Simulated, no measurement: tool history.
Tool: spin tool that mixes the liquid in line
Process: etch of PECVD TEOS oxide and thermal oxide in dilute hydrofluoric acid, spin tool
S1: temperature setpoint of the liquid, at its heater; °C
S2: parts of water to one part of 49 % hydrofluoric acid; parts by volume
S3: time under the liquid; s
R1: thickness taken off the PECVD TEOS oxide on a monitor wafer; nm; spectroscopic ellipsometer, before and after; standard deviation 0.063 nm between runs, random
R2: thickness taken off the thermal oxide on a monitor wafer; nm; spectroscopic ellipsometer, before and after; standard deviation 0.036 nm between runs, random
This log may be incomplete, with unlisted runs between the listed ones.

run    day    S1   S2  S3      R1       R2
  1  0.000  22.0  180  30  4.1099  0.68135
  2  0.283  22.0  180  40  5.4819  0.88212
  3  0.346  23.0  180  40  5.7496  0.92388
  4  0.708  23.0  215  40  4.6204  0.74647
  5  1.054  24.0  210  40  4.9042  0.79408
  6  1.121  24.0  210  30  3.6559  0.61168

Estimate the outcome of run 7 from the log above:
  7  1.404  24.5  200  30   ?   ?

{"run 7": {"R1": 4.0457, "R2": 0.66918}}
